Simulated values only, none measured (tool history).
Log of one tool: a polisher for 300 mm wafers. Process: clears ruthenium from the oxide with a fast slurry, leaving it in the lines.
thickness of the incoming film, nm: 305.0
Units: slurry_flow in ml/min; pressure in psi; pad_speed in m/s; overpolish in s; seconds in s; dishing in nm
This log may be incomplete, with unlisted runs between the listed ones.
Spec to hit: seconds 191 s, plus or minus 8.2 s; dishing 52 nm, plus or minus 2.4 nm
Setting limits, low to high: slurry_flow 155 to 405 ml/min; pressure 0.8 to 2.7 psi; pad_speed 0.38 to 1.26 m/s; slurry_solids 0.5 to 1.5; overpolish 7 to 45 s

{"run": 1, "hour": 0.0, "slurry_flow": 260, "pressure": 1.7, "pad_speed": 0.82, "slurry_solids": 1, "overpolish": 23, "seconds": 149.97, "dishing": 40.526}
{"run": 2, "hour": 8.9, "slurry_flow": 260, "pressure": 1.6, "pad_speed": 0.82, "slurry_solids": 1, "overpolish": 27, "seconds": 160.78, "dishing": 43.968}
{"run": 3, "hour": 10.1, "slurry_flow": 300, "pressure": 1.6, "pad_speed": 0.82, "slurry_solids": 1, "overpolish": 27, "seconds": 156.78, "dishing": 45.146}
{"run": 4, "hour": 11.2, "slurry_flow": 300, "pressure": 1.9, "pad_speed": 0.82, "slurry_solids": 1, "overpolish": 27, "seconds": 134.68, "dishing": 51.56}
{"run": 5, "hour": 14.9, "slurry_flow": 300, "pressure": 2.3, "pad_speed": 0.82, "slurry_solids": 1, "overpolish": 27, "seconds": 114.73, "dishing": 58.949}
{"run": 6, "hour": 17.6, "slurry_flow": 295, "pressure": 1.9, "pad_speed": 0.82, "slurry_solids": 1, "overpolish": 30, "seconds": 136.87, "dishing": 57.352}
{"run": 7, "hour": 23.3, "slurry_flow": 290, "pressure": 1.7, "pad_speed": 0.82, "slurry_solids": 1, "overpolish": 32, "seconds": 147.66, "dishing": 53.966}
{"run": 8, "hour": 26.2, "slurry_flow": 290, "pressure": 1.5, "pad_speed": 0.82, "slurry_solids": 1, "overpolish": 35, "seconds": 166.96, "dishing": 54.169}
{"run": 9, "hour": 30.8, "slurry_flow": 290, "pressure": 1.4, "pad_speed": 0.82, "slurry_solids": 1, "overpolish": 36, "seconds": 175.85, "dishing": 52.292}

Which one of the following 5 next-run settings gets every result inside its allowed miss? There is exactly one.
{"run": "A", "hour": 35.4, "slurry_flow": 265, "pressure": 1.6, "pad_speed": 0.74, "slurry_solids": 1.15, "overpolish": 35, "seconds": "?", "dishing": "?"}
{"run": "B", "hour": 35.4, "slurry_flow": 315, "pressure": 1.4, "pad_speed": 0.82, "slurry_solids": 1.05, "overpolish": 33, "seconds": "?", "dishing": "?"}
{"run": "C", "hour": 35.4, "slurry_flow": 360, "pressure": 2, "pad_speed": 0.66, "slurry_solids": 0.55, "overpolish": 39, "seconds": "?", "dishing": "?"}
{"run": "D", "hour": 35.4, "slurry_flow": 250, "pressure": 1.3, "pad_speed": 1.04, "slurry_solids": 0.7, "overpolish": 34, "seconds": "?", "dishing": "?"}
{"run": "E", "hour": 35.4, "slurry_flow": 365, "pressure": 1.5, "pad_speed": 0.78, "slurry_solids": 1.05, "overpolish": 35, "seconds": "?", "dishing": "?"}

move=A seconds=166.83 dishing=53.432
move=B seconds=170.66 dishing=49.698
move=C seconds=191.8 dishing=51.974
move=D seconds=168.21 dishing=51.699
move=E seconds=167.38 dishing=53.278
A: lands further from the targets than the last run did
B: lands further from the targets than the last run did
C: meets every target
D: lands further from the targets than the last run did
E: lands further from the targets than the last run did
Correct choice: C, which meets every target

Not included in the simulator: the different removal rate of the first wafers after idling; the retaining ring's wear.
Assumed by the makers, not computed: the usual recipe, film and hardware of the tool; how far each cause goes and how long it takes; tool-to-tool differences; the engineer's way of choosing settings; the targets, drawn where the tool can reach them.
